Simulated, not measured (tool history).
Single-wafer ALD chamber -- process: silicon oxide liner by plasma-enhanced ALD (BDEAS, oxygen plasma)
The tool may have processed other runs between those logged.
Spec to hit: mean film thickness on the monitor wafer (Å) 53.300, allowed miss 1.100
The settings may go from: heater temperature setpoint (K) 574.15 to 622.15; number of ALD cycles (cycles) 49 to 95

run  hour  heater temperature setpoint (K)  number of ALD cycles (cycles)  mean film thickness on the monitor wafer (Å)
  1   0.0                           598.15                             72                                        59.873
  2   8.4                           592.15                             72                                        60.202
  3  14.8                           592.15                             70                                        58.781
  4  17.4                           592.15                             75                                        62.607
  5  20.3                           597.15                             75                                        62.407
  6  28.8                           597.15                             71                                        58.845
  7  33.4                           597.15                             70                                        58.029
  8  37.7                           597.15                             69                                        57.291
  9  40.1                           597.15                             68                                        56.146
 10  47.3                           597.15                             67                                        55.707
 11  54.0                           597.15                             67                                        55.721
 12  57.2                           598.15                             63                                        52.121
 13  62.3                           598.15                             63                                        52.173

Below are 5 possible settings for the next run. Only one of them brings all results inside the allowed miss of their targets. Which is it?
  A  67.4                           592.15                             61                                             ?
  B  67.4                           594.15                             68                                             ?
  C  67.4                           598.15                             62                                             ?
  D  67.4                           590.15                             63                                             ?
  E  67.4                           597.15                             60                                             ?

move  mean film thickness on the monitor wafer (Å)
   A                                        50.928
   B                                        56.587
   C                                        51.255
   D                                        52.770
   E                                        49.684
A: moves away from the targets compared with the last run
B: pushes the last run's worst result past its target
C: moves away from the targets compared with the last run
D: in spec on every target
E: moves away from the targets compared with the last run
The right move is D.
